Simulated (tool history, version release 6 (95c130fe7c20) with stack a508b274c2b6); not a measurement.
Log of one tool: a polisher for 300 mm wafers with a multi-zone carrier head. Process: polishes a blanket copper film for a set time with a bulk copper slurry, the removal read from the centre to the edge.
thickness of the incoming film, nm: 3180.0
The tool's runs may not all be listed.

| run | hour | flow of slurry (ml/min) | pressure of the head's centre zone | pressure of the head's middle zone | pressure of the head's edge zone | abrasive content of the slurry | polishing time (s) | film removed at the wafer's centre (angstrom) | film removed at mid-radius (angstrom) | film removed at the wafer's edge (angstrom) |
|---|---|---|---|---|---|---|---|---|---|---|
| 1 | 0.0 | 205 | 1.00 | 1.00 | 1.00 | 1.0 | 75 | 5216.2 | 5278.5 | 5175.9 |
| 2 | 8.9 | 205 | 0.93 | 1.00 | 1.00 | 1.0 | 75 | 4742.6 | 5209.2 | 5131.9 |
| 3 | 14.4 | 205 | 0.93 | 1.00 | 0.91 | 1.0 | 75 | 4757.1 | 5357.1 | 5010.2 |
| 4 | 15.9 | 205 | 0.93 | 1.00 | 0.91 | 1.0 | 91 | 5756.4 | 6438.4 | 6061.9 |
| 5 | 19.2 | 205 | 0.85 | 1.00 | 0.91 | 1.0 | 91 | 5283.1 | 6478.7 | 6100.4 |
| 6 | 22.8 | 245 | 0.85 | 1.00 | 0.91 | 1.0 | 91 | 5371.9 | 6503.8 | 6243.9 |

The next listed run, before its measurement:
| 7 | 23.7 | 250 | 0.90 | 0.99 | 0.92 | 1.1 | 92 | ? | ? | ? |

film removed at the wafer's centre (angstrom): 6027.3
film removed at mid-radius (angstrom): 6798.0
film removed at the wafer's edge (angstrom): 6394.0
